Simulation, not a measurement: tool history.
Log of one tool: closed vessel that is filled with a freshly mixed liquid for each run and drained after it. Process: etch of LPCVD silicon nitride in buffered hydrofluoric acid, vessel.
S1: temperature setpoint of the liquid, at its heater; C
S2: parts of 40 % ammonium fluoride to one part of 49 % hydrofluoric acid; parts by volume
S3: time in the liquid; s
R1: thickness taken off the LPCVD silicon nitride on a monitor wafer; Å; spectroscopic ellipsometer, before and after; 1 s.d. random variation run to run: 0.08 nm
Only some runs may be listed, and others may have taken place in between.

run  hour    S1    S2    S3      R1
  1     0    22  14.5  1895  143.21
  2   2.2    22  14.5  2025  153.04
  3   4.9    24  14.5  2025  173.73
  4  12.6    24  17.5  2025  143.26
     20.4  -- hydrofluoric acid flow meter replaced
  5  20.4    24    21  2025  135.73
  6  23.1    24  18.5  2025  152.32
  7  31.2    20    19  2025  118.21
  8    33  19.5    19  2025  113.33

Run 9, settings as shown, results not yet in. Your forecast:
  9  35.9  18.5  19  2025   ?

R1: 108.8 Å
